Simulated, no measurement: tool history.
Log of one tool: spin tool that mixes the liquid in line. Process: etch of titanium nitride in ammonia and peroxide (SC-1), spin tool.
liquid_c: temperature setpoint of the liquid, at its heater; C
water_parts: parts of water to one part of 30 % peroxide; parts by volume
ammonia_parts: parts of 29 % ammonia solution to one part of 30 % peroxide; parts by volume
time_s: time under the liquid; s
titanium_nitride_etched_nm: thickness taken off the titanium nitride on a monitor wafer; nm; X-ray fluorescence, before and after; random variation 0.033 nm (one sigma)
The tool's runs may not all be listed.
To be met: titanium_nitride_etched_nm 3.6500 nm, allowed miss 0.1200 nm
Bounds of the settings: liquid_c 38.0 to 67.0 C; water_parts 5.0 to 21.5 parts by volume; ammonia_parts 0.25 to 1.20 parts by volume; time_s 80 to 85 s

run  hour  liquid_c  water_parts  ammonia_parts  time_s  titanium_nitride_etched_nm
  1   0.0      51.0         12.0           0.95      80                      8.8260
  2   0.8      47.5         12.0           0.95      80                      6.9427
  3   4.4      47.5          9.0           0.95      80                      7.8532
  4   9.3      47.5          9.0           0.95      80                      8.0218
  5  14.7      47.5          6.5           0.95      80                      9.3269
  6  20.3      47.5          6.5           0.75      80                      9.0706
  7  24.9      45.0          7.5           0.75      80                      7.0828
  8  28.8      43.0          8.5           0.75      80                      5.7763
  9  35.2      41.5          9.0           0.75      80                      4.9834
 10  37.6      40.5          9.0           0.75      80                      4.6621
 11  46.3      40.0          9.5           0.75      80                      4.3542
 12  51.2      39.5          9.5           0.75      80                      4.2373
 13  55.9      39.0          9.5           0.75      80                      4.0485
 14  63.4      38.5          9.5           0.75      80                      3.9274

5 next moves are on the table. One of them brings every result within its allowed miss. Which?
  A  70.9      38.0         10.5           1.10      85                           ?
  B  70.9      38.0          6.5           0.45      80                           ?
  C  70.9      39.5         12.5           0.80      80                           ?
  D  70.9      40.5         11.0           0.70      85                           ?
  E  70.9      40.0         11.0           0.95      80                           ?

move  titanium_nitride_etched_nm
   A                      4.0171
   B                      4.1682
   C                      3.6785
   D                      4.4009
   E                      4.1934
A: further off than the last run
B: further off than the last run
C: meets every target
D: further off than the last run
E: further off than the last run
Answer: C
